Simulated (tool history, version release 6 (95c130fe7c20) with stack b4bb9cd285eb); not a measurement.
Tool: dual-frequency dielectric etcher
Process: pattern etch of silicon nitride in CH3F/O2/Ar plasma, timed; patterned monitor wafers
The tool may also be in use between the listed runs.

run	hour	source power (kW)	bias power (kW)	etch time (s)	mean etch depth across the wafer (nm)
1	0.0	0.310	0.071	62.5	41.075
2	5.6	0.310	0.083	62.5	43.224
3	13.9	0.310	0.091	62.5	44.801
4	18.5	0.280	0.088	62.5	42.112
5	26.0	0.230	0.088	62.5	39.520
6	30.6	0.220	0.087	62.5	38.602

Run 7 comes next. What will it give?
7	36.8	0.220	0.087	62.5	?

{"run 7": {"mean etch depth across the wafer (nm)": 38.577}}
